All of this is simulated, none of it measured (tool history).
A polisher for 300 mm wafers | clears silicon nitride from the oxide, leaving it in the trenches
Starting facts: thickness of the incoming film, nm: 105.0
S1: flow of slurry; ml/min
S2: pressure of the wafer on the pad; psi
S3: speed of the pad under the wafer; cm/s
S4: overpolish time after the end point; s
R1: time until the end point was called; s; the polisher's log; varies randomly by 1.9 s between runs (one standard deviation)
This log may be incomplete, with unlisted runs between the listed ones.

run 1 hour=0 | S1=140 S2=2 S3=114 S4=40 | R1=141.6
run 2 hour=3.6 | S1=135 S2=1.9 S3=114 S4=40 | R1=150.27
run 3 hour=7.2 | S1=135 S2=1.9 S3=114 S4=40 | R1=152.26
run 4 hour=9.8 | S1=105 S2=1.9 S3=114 S4=40 | R1=158.77
run 5 hour=14.6 | S1=105 S2=1.8 S3=114 S4=40 | R1=164.83
run 6 hour=19.3 | S1=105 S2=1.8 S3=94 S4=40 | R1=198.32

The next listed run, before its measurement:
run 7 hour=24.4 | S1=110 S2=1.8 S3=94 S4=40 | R1=?

{"run 7": {"R1": 198.08}}

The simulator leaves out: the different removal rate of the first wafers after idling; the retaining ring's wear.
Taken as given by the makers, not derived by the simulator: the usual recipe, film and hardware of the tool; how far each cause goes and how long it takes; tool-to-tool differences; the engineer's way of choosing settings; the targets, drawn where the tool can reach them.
